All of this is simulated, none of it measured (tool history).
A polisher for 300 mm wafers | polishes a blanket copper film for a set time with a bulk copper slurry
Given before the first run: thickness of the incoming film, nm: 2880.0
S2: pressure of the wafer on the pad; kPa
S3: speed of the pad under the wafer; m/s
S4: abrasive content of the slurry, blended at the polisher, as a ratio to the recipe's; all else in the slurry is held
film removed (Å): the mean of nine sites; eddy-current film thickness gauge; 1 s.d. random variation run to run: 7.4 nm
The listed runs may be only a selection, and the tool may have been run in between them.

run 1 hour=0 | flow_of_slurry_(ml/min)=140 S2=11.7 S3=1.26 S4=1 polishing_time_(s)=56 | film_removed_(Å)=3721.7
run 2 hour=0.9 | flow_of_slurry_(ml/min)=140 S2=11.7 S3=1.08 S4=1 polishing_time_(s)=56 | film_removed_(Å)=3240
run 3 hour=7.3 | flow_of_slurry_(ml/min)=140 S2=12.4 S3=1.08 S4=1 polishing_time_(s)=56 | film_removed_(Å)=3305.8
run 4 hour=12.4 | flow_of_slurry_(ml/min)=140 S2=12.4 S3=0.84 S4=1 polishing_time_(s)=56 | film_removed_(Å)=2635.9
run 5 hour=17.9 | flow_of_slurry_(ml/min)=140 S2=12.4 S3=0.84 S4=1.1 polishing_time_(s)=56 | film_removed_(Å)=2747.2
run 6 hour=24.8 | flow_of_slurry_(ml/min)=140 S2=13.8 S3=0.88 S4=1.1 polishing_time_(s)=56 | film_removed_(Å)=3099
run 7 hour=28.2 | flow_of_slurry_(ml/min)=140 S2=14.5 S3=0.92 S4=1.1 polishing_time_(s)=56 | film_removed_(Å)=3286.4
run 8 hour=34.6 | flow_of_slurry_(ml/min)=140 S2=15.2 S3=0.96 S4=1.1 polishing_time_(s)=56 | film_removed_(Å)=3574.2
run 9 hour=40.9 | flow_of_slurry_(ml/min)=140 S2=15.2 S3=0.96 S4=1.1 polishing_time_(s)=56 | film_removed_(Å)=3611.1
run 10 hour=48.7 | flow_of_slurry_(ml/min)=140 S2=15.9 S3=0.98 S4=1.1 polishing_time_(s)=56 | film_removed_(Å)=3893.5
run 11 hour=56.5 | flow_of_slurry_(ml/min)=140 S2=16.5 S3=1 S4=1.1 polishing_time_(s)=56 | film_removed_(Å)=3974.4
run 12 hour=62.6 | flow_of_slurry_(ml/min)=140 S2=17.2 S3=1.02 S4=1.1 polishing_time_(s)=56 | film_removed_(Å)=4089.2
run 13 hour=64.4 | flow_of_slurry_(ml/min)=140 S2=17.2 S3=1.06 S4=1.1 polishing_time_(s)=56 | film_removed_(Å)=4427

The next listed run, before its measurement:
run 14 hour=67.2 | flow_of_slurry_(ml/min)=140 S2=17.2 S3=1.08 S4=1.1 polishing_time_(s)=56 | film_removed_(Å)=?

film removed (Å): 4518
